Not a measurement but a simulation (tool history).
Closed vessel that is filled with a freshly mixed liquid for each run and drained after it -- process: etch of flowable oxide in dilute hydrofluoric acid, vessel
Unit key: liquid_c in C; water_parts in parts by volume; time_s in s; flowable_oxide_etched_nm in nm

run 1 hour=0 | liquid_c=25 water_parts=55 time_s=95 | flowable_oxide_etched_nm=100.85
run 2 hour=2.2 | liquid_c=25 water_parts=55 time_s=100 | flowable_oxide_etched_nm=106.29
run 3 hour=3.4 | liquid_c=26.5 water_parts=55 time_s=100 | flowable_oxide_etched_nm=112.42
run 4 hour=11.1 | liquid_c=26.5 water_parts=65 time_s=100 | flowable_oxide_etched_nm=93.819
run 5 hour=17.6 | liquid_c=26.5 water_parts=55 time_s=100 | flowable_oxide_etched_nm=111.25
run 6 hour=22.1 | liquid_c=25 water_parts=55 time_s=100 | flowable_oxide_etched_nm=106.58

Run 7 has not been measured yet. What should we expect?
run 7 hour=29.5 | liquid_c=26.5 water_parts=55 time_s=100 | flowable_oxide_etched_nm=?

{"run 7": {"flowable_oxide_etched_nm": 113.18}}
